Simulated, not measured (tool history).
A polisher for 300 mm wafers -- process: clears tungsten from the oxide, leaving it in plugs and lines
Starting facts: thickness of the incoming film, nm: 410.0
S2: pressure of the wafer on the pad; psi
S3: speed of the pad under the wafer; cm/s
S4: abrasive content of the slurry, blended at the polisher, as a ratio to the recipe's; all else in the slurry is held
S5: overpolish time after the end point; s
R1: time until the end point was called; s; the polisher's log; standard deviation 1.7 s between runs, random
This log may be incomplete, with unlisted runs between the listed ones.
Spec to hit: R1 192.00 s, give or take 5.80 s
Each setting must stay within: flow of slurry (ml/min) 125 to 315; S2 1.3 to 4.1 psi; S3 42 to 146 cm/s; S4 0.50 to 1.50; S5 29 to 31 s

run 1 hour=0.0 | flow_of_slurry_(ml/min)=205 S2=2.7 S3=94 S4=1.00 S5=29 | R1=132.00
run 2 hour=4.5 | flow_of_slurry_(ml/min)=205 S2=2.7 S3=112 S4=1.00 S5=29 | R1=108.76
run 3 hour=10.7 | flow_of_slurry_(ml/min)=205 S2=2.5 S3=112 S4=1.00 S5=29 | R1=117.37
run 4 hour=11.7 | flow_of_slurry_(ml/min)=205 S2=2.5 S3=132 S4=1.00 S5=29 | R1=100.83
run 5 hour=14.6 | flow_of_slurry_(ml/min)=205 S2=2.5 S3=132 S4=0.90 S5=29 | R1=102.78
run 6 hour=22.7 | flow_of_slurry_(ml/min)=165 S2=2.5 S3=132 S4=0.90 S5=29 | R1=105.71
run 7 hour=30.8 | flow_of_slurry_(ml/min)=165 S2=2.3 S3=130 S4=0.90 S5=29 | R1=116.14
run 8 hour=39.9 | flow_of_slurry_(ml/min)=165 S2=2.1 S3=128 S4=0.90 S5=29 | R1=128.16
run 9 hour=45.1 | flow_of_slurry_(ml/min)=165 S2=2.0 S3=126 S4=0.90 S5=29 | R1=137.45
run 10 hour=48.4 | flow_of_slurry_(ml/min)=165 S2=1.9 S3=126 S4=0.90 S5=29 | R1=143.59
run 11 hour=55.5 | flow_of_slurry_(ml/min)=165 S2=1.8 S3=126 S4=0.90 S5=29 | R1=152.81
run 12 hour=61.6 | flow_of_slurry_(ml/min)=160 S2=1.3 S3=124 S4=0.90 S5=29 | R1=212.06

Below are 4 possible settings for the next run. Only one of them brings all results inside the allowed miss of their targets. Which is it?
run A hour=67.7 | flow_of_slurry_(ml/min)=185 S2=1.3 S3=136 S4=0.85 S5=29 | R1=?
run B hour=67.7 | flow_of_slurry_(ml/min)=175 S2=1.3 S3=132 S4=0.80 S5=29 | R1=?
run C hour=67.7 | flow_of_slurry_(ml/min)=155 S2=1.4 S3=106 S4=0.90 S5=29 | R1=?
run D hour=67.7 | flow_of_slurry_(ml/min)=170 S2=1.5 S3=122 S4=0.95 S5=29 | R1=?

move=A R1=189.73
move=B R1=199.93
move=C R1=228.15
move=D R1=181.27
A: in spec on every target
B: nearer the targets than the last run, but a result is still out of spec
C: lands further from the targets than the last run did
D: the result that was furthest off in the last run now lies on the other side of its target
So the answer is move A, the one that meets all the targets.

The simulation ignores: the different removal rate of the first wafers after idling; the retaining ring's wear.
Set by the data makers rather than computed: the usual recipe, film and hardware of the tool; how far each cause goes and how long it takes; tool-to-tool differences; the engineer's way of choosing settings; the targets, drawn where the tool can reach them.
